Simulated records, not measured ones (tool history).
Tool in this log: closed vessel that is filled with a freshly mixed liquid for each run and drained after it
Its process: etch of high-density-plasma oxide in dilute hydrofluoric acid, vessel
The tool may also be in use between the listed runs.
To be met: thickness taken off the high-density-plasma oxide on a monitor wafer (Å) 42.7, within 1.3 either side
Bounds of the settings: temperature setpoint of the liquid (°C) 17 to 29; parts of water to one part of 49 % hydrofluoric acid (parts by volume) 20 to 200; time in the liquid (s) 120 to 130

run,hour,temperature setpoint of the liquid (°C),parts of water to one part of 49 % hydrofluoric acid (parts by volume),time in the liquid (s),thickness taken off the high-density-plasma oxide on a monitor wafer (Å)
1,0,21,110,120,65.262
2,3.9,20,120,120,57.164
3,10.4,19,125,120,53.588
4,12.2,18.5,130,120,48.923
5,15.4,18.5,130,130,54.237
6,16.4,20,130,130,56.133
7,17.2,19.5,135,130,53.024
8,19.1,19,140,130,50.454
9,25.1,18.5,145,130,46.519

Which of these 4 next moves meets every target?
A,31.1,17,145,120,?
B,31.1,19.5,135,120,?
C,31.1,19.5,150,130,?
D,31.1,17,140,120,?

move,thickness taken off the high-density-plasma oxide on a monitor wafer (Å)
A,40.911
B,49.147
C,47.177
D,42.58
A: moves the result that the last run missed by most past its target, out the other side
B: its largest miss is bigger than the last run's
C: its largest miss is bigger than the last run's
D: every result lands within tolerance
Answer: D
